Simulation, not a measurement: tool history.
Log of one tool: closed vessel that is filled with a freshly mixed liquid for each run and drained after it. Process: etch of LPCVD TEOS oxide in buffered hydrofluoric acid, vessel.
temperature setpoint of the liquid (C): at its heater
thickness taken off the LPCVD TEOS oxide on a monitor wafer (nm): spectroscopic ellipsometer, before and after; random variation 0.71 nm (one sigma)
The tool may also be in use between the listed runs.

run	hour	temperature setpoint of the liquid (C)	parts of 40 % ammonium fluoride to one part of 49 % hydrofluoric acid (parts by volume)	time in the liquid (s)	thickness taken off the LPCVD TEOS oxide on a monitor wafer (nm)
1	0.0	24.0	19.5	85	102.550
2	6.3	20.5	19.5	85	84.610
3	12.4	22.0	19.5	85	91.236
4	18.9	22.0	23.5	85	78.712
5	25.2	24.0	23.5	85	87.853
6	33.5	25.5	23.5	85	95.667

Forecast run 7:
7	36.7	26.5	23.5	85	?

thickness taken off the LPCVD TEOS oxide on a monitor wafer (nm): 100.730

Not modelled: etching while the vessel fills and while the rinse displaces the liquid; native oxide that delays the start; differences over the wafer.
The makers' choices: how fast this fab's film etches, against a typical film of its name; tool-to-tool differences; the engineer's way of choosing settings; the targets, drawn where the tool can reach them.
